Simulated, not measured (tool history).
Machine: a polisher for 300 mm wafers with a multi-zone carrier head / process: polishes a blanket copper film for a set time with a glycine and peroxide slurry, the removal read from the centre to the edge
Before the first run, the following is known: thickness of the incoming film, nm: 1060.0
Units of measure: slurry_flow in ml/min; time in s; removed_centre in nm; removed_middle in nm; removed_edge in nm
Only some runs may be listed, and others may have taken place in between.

run 1 hour=0.0 | slurry_flow=255 centre_zone=1.00 middle_zone=1.00 edge_zone=1.00 time=34 | removed_centre=135.85 removed_middle=135.50 removed_edge=133.08
run 2 hour=5.0 | slurry_flow=255 centre_zone=1.04 middle_zone=1.00 edge_zone=1.00 time=34 | removed_centre=137.27 removed_middle=136.67 removed_edge=136.17
run 3 hour=5.8 | slurry_flow=255 centre_zone=1.11 middle_zone=1.00 edge_zone=1.00 time=34 | removed_centre=151.10 removed_middle=131.41 removed_edge=134.77
run 4 hour=13.0 | slurry_flow=270 centre_zone=1.12 middle_zone=1.06 edge_zone=1.01 time=37 | removed_centre=165.67 removed_middle=155.50 removed_edge=152.30
run 5 hour=19.0 | slurry_flow=270 centre_zone=1.12 middle_zone=1.06 edge_zone=0.94 time=37 | removed_centre=164.37 removed_middle=153.68 removed_edge=148.32
run 6 hour=20.1 | slurry_flow=230 centre_zone=1.12 middle_zone=1.06 edge_zone=0.94 time=37 | removed_centre=163.02 removed_middle=152.72 removed_edge=144.16
run 7 hour=27.0 | slurry_flow=235 centre_zone=1.14 middle_zone=1.09 edge_zone=0.95 time=40 | removed_centre=176.89 removed_middle=169.49 removed_edge=157.02
run 8 hour=31.7 | slurry_flow=255 centre_zone=1.16 middle_zone=1.11 edge_zone=0.95 time=42 | removed_centre=190.86 removed_middle=182.73 removed_edge=164.97
run 9 hour=34.4 | slurry_flow=265 centre_zone=1.17 middle_zone=1.12 edge_zone=0.97 time=43 | removed_centre=200.16 removed_middle=189.20 removed_edge=168.72

Run 10 comes next. What will it give?
run 10 hour=38.6 | slurry_flow=270 centre_zone=1.16 middle_zone=1.12 edge_zone=0.99 time=44 | removed_centre=? removed_middle=? removed_edge=?

Run 10 came out at removed_centre 202.25 nm, removed_middle 188.42 nm, removed_edge 175.37 nm.
